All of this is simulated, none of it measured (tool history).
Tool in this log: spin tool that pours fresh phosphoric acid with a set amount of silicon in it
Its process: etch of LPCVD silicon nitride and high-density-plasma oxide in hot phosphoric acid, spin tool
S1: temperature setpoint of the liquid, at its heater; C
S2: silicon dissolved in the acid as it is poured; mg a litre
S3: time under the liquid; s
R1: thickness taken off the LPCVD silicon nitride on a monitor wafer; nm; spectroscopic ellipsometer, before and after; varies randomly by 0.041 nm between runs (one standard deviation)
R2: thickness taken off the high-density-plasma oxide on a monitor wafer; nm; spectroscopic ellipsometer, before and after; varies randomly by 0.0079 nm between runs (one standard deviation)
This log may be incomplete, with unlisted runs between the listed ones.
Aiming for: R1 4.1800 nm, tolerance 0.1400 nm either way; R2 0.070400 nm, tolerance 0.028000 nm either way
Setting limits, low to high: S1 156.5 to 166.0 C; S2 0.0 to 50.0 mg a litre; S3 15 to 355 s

{"run": 1, "hour": 0.0, "S1": 161.0, "S2": 26.0, "S3": 180, "R1": 13.915, "R2": 0.39396}
{"run": 2, "hour": 7.5, "S1": 161.0, "S2": 26.0, "S3": 235, "R1": 18.471, "R2": 0.43761}
{"run": 3, "hour": 14.5, "S1": 159.5, "S2": 34.0, "S3": 160, "R1": 11.775, "R2": 0.1805}
{"run": 4, "hour": 15.7, "S1": 161.0, "S2": 34.0, "S3": 160, "R1": 12.743, "R2": 0.20577}
{"run": 5, "hour": 16.5, "S1": 161.0, "S2": 34.0, "S3": 200, "R1": 15.722, "R2": 0.29655}
{"run": 6, "hour": 19.8, "S1": 159.5, "S2": 25.5, "S3": 140, "R1": 10.427, "R2": 0.24324}
{"run": 7, "hour": 20.9, "S1": 158.5, "S2": 23.0, "S3": 100, "R1": 7.2094, "R2": 0.19329}
{"run": 8, "hour": 27.4, "S1": 158.0, "S2": 25.5, "S3": 75, "R1": 5.282, "R2": 0.13107}
{"run": 9, "hour": 33.3, "S1": 157.5, "S2": 28.0, "S3": 70, "R1": 4.856, "R2": 0.10063}
{"run": 10, "hour": 38.0, "S1": 157.0, "S2": 29.0, "S3": 70, "R1": 4.7946, "R2": 0.085864}
{"run": 11, "hour": 43.2, "S1": 156.5, "S2": 30.0, "S3": 45, "R1": 3.0749, "R2": 0.051823}
{"run": 12, "hour": 47.2, "S1": 157.0, "S2": 31.0, "S3": 50, "R1": 3.434, "R2": 0.059018}
{"run": 13, "hour": 53.7, "S1": 157.5, "S2": 31.5, "S3": 55, "R1": 3.8239, "R2": 0.075895}
{"run": 14, "hour": 58.8, "S1": 157.5, "S2": 31.5, "S3": 55, "R1": 3.7818, "R2": 0.068821}

Pick the move, out of 4, that brings all results within their allowed miss; only one does.
{"run": "A", "hour": 63.9, "S1": 157.5, "S2": 32.5, "S3": 60, "R1": "?", "R2": "?"}
{"run": "B", "hour": 63.9, "S1": 157.5, "S2": 31.0, "S3": 50, "R1": "?", "R2": "?"}
{"run": "C", "hour": 63.9, "S1": 157.5, "S2": 8.0, "S3": 55, "R1": "?", "R2": "?"}
{"run": "D", "hour": 63.9, "S1": 158.5, "S2": 9.5, "S3": 55, "R1": "?", "R2": "?"}

move=A R1=4.1100 R2=0.073454
move=B R1=3.4250 R2=0.065293
move=C R1=3.7675 R2=0.140650
move=D R1=3.8974 R2=0.146740
A: in spec on every target
B: its largest miss is bigger than the last run's
C: no nearer and no further than the last run
D: no nearer and no further than the last run
The right move is A.
